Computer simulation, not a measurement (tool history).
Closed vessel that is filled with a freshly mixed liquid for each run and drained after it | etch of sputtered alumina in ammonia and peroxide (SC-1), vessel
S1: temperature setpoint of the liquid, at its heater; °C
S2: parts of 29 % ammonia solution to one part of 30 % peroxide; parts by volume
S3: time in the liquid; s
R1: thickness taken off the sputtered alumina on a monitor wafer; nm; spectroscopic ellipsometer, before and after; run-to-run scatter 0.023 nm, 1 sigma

run,hour,S1,S2,S3,R1
1,0.0,50.0,0.90,145,7.3836
2,8.9,50.0,1.05,145,7.5012
3,17.2,47.5,1.05,145,6.5548
4,18.5,47.5,1.20,145,6.6372
5,21.0,52.0,1.20,145,8.4715
6,26.0,52.0,1.20,105,6.1682
7,33.2,50.0,1.20,105,5.4961
8,38.9,49.0,1.20,105,5.2467
9,43.4,48.5,1.20,105,5.0917

Estimate the outcome of run 10 from the log above:
# hour 52.6: ammonia flow meter replaced
10,52.6,46.0,1.20,105,?

{"run 10": {"R1": 4.3986}}
